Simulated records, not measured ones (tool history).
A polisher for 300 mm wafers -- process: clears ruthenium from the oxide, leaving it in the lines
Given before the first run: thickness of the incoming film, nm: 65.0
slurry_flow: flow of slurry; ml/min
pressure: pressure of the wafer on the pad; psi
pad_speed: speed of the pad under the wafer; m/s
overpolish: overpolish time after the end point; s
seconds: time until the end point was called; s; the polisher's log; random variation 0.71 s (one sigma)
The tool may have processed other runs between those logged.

run,hour,slurry_flow,pressure,pad_speed,overpolish,seconds
1,0.0,315,1.4,0.82,10,118.190
2,0.9,315,1.5,0.82,10,109.610
3,2.2,265,1.5,0.82,10,111.500
4,6.7,305,1.5,0.82,10,110.530
5,13.0,305,1.7,0.82,10,96.425
6,18.4,370,1.7,0.82,10,97.865

Run 7 comes next. What will it give?
7,23.1,370,1.8,0.82,10,?

Run 7 came out at seconds 92.604 s.
